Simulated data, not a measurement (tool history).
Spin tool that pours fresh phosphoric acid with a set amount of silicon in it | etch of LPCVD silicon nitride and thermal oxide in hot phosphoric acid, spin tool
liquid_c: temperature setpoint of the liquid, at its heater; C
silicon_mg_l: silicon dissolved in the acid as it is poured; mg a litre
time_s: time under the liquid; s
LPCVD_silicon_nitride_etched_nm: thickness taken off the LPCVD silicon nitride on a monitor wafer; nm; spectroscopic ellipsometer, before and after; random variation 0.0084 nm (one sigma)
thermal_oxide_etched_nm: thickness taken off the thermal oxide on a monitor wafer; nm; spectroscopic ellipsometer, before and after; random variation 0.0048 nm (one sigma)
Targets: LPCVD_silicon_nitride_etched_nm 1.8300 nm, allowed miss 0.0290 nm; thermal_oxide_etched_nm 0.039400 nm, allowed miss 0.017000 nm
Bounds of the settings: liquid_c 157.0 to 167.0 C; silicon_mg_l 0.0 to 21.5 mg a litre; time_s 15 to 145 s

run  hour  liquid_c  silicon_mg_l  time_s  LPCVD_silicon_nitride_etched_nm  thermal_oxide_etched_nm
  1   0.0     162.0           9.5      75                           7.0929                 0.168000
  2   7.6     162.0           6.5      75                           7.0828                 0.152250
  3  13.2     160.5           6.5      75                           6.7948                 0.166190
  4  18.0     162.0           6.5      75                           7.1474                 0.181380
  5  21.4     160.5          10.5      60                           5.3742                 0.116020
  6  29.0     159.5          13.5      45                           3.8802                 0.062683
  7  31.1     159.0          16.0      35                           2.9980                 0.053240
  8  34.6     158.5          17.5      30                           2.5193                 0.049490
  9  42.0     158.0          18.5      25                           2.0652                 0.032762
 10  45.9     158.0          19.0      25                           2.0614                 0.041268
     49.5  -- thermometer replaced
 11  49.5     157.5          19.5      25                           2.1243                 0.038263
 12  50.4     157.5          20.0      25                           2.1198                 0.036311
 13  51.1     157.5          20.5      25                           2.1250                 0.024521
 14  56.8     157.5          19.5      25                           2.1231                 0.034871
 15  62.5     157.5          19.5      20                           1.6993                 0.031422
 16  67.0     157.5          19.0      20                           1.7122                 0.027876

4 next moves are on the table. One of them brings every result within its allowed miss. Which?
  A  71.5     160.5          16.5      20                                ?                        ?
  B  71.5     161.0          17.5      20                                ?                        ?
  C  71.5     159.5          13.0      20                                ?                        ?
  D  71.5     161.0          19.5      20                                ?                        ?

move  LPCVD_silicon_nitride_etched_nm  thermal_oxide_etched_nm
   A                           1.8857                 0.042907
   B                           1.9176                 0.043364
   C                           1.8235                 0.043465
   D                           1.9176                 0.041052
A: takes the result that was furthest off past its target
B: takes the result that was furthest off past its target
C: meets every target
D: takes the result that was furthest off past its target
Move C is the one to make.
